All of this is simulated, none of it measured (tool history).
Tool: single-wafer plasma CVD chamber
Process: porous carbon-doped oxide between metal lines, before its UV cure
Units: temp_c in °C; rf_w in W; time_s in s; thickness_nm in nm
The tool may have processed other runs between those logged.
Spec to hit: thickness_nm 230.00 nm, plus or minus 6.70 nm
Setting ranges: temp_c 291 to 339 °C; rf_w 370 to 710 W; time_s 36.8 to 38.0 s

| run | hour | temp_c | rf_w | time_s | thickness_nm |
|---|---|---|---|---|---|
| 1 | 0.0 | 315 | 540 | 36.8 | 198.03 |
| 2 | 3.3 | 312 | 555 | 36.9 | 202.92 |
| 3 | 6.1 | 322 | 555 | 36.9 | 195.94 |
| 4 | 8.8 | 319 | 575 | 37.0 | 199.57 |
| 5 | 16.7 | 319 | 575 | 38.0 | 206.70 |
| 6 | 25.0 | 316 | 590 | 38.0 | 209.75 |
| 7 | 27.6 | 313 | 610 | 38.0 | 215.56 |
| 8 | 30.2 | 311 | 625 | 38.0 | 222.31 |
| 9 | 35.9 | 310 | 630 | 38.0 | 222.97 |

Which single option among these 4 for the next run brings every result within its allowed miss of target? Just one does.
| A | 41.6 | 317 | 665 | 36.8 | ? |
| B | 41.6 | 298 | 650 | 36.8 | ? |
| C | 41.6 | 307 | 580 | 36.8 | ? |
| D | 41.6 | 314 | 610 | 37.5 | ? |

| move | thickness_nm |
|---|---|
| A | 215.36 |
| B | 233.23 |
| C | 211.84 |
| D | 213.65 |
A: the biggest miss grows against the last run
B: each result inside its tolerance
C: the biggest miss grows against the last run
D: the biggest miss grows against the last run
B is the move that brings every result within its allowed miss.

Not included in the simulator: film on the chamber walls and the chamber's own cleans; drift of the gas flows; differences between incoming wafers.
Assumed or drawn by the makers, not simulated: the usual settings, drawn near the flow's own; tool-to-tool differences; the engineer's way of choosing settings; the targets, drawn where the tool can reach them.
